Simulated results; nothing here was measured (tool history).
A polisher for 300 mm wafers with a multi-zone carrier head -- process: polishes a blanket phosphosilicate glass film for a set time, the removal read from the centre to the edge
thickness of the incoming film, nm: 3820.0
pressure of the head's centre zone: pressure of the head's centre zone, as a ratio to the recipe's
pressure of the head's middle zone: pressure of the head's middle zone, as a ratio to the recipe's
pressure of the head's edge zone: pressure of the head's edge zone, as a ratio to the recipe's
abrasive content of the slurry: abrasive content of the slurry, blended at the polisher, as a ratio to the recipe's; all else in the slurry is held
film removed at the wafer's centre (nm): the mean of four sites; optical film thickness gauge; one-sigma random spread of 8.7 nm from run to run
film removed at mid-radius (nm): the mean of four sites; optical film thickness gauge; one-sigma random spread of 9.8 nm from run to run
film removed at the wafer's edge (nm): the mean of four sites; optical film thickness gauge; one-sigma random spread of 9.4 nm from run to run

run,hour,flow of slurry (ml/min),pressure of the head's centre zone,pressure of the head's middle zone,pressure of the head's edge zone,abrasive content of the slurry,polishing time (s),film removed at the wafer's centre (nm),film removed at mid-radius (nm),film removed at the wafer's edge (nm)
1,0.0,305,1.00,1.00,1.00,1.0,53,386.45,381.28,394.72
2,4.7,305,0.94,1.00,1.00,1.0,53,367.46,394.32,404.82
3,6.7,305,0.88,1.00,1.00,1.0,53,348.30,397.18,397.07
4,13.8,305,0.88,1.00,1.00,1.0,40,268.63,299.41,303.58
5,21.6,305,0.88,0.96,1.00,1.0,40,269.41,290.87,298.92
6,24.9,240,0.88,0.96,1.00,1.0,40,261.18,280.00,298.11
7,29.3,250,0.91,0.99,1.01,1.1,46,334.62,361.57,366.02
8,32.7,250,0.92,0.99,1.04,1.2,49,366.06,393.38,411.74

Run 9 has not been measured yet. What should we expect?
9,36.8,250,0.92,0.99,1.04,1.2,49,?,?,?

film removed at the wafer's centre (nm): 358.83
film removed at mid-radius (nm): 395.00
film removed at the wafer's edge (nm): 410.54
